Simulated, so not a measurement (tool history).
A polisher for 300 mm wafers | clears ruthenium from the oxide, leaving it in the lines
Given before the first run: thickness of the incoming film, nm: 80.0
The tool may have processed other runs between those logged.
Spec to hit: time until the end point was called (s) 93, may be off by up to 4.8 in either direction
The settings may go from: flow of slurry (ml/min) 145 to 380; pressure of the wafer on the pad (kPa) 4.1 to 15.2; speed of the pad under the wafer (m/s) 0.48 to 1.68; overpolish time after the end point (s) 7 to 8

| run | hour | flow of slurry (ml/min) | pressure of the wafer on the pad (kPa) | speed of the pad under the wafer (m/s) | overpolish time after the end point (s) | time until the end point was called (s) |
|---|---|---|---|---|---|---|
| 1 | 0 | 245 | 9.7 | 1.08 | 8 | 118.17 |
| 2 | 4.6 | 245 | 9.7 | 0.82 | 8 | 149.57 |
| 3 | 11.6 | 245 | 10.3 | 0.82 | 8 | 139.37 |
| 4 | 14.2 | 245 | 11 | 0.82 | 8 | 128.61 |
| 5 | 16.6 | 245 | 11.7 | 0.82 | 8 | 123.23 |
| 6 | 20.6 | 245 | 12.4 | 0.82 | 8 | 117.71 |
| 7 | 26.4 | 245 | 13.1 | 0.82 | 8 | 113.74 |
| 8 | 30.2 | 245 | 13.8 | 0.84 | 8 | 102.91 |
| 9 | 34.8 | 245 | 14.5 | 0.84 | 8 | 100.1 |

Below are 4 possible settings for the next run. Only one of them brings all results inside the allowed miss of their targets. Which is it?
| A | 39.4 | 220 | 15.2 | 0.76 | 7 | ? |
| B | 39.4 | 195 | 14.5 | 0.8 | 7 | ? |
| C | 39.4 | 250 | 13.8 | 0.8 | 8 | ? |
| D | 39.4 | 275 | 15.2 | 0.84 | 7 | ? |

| move | time until the end point was called (s) |
|---|---|
| A | 103.8 |
| B | 104.36 |
| C | 107.49 |
| D | 92.799 |
A: moves away from the targets compared with the last run
B: moves away from the targets compared with the last run
C: moves away from the targets compared with the last run
D: every result within its allowed miss
So the answer is move D, the one that meets all the targets.
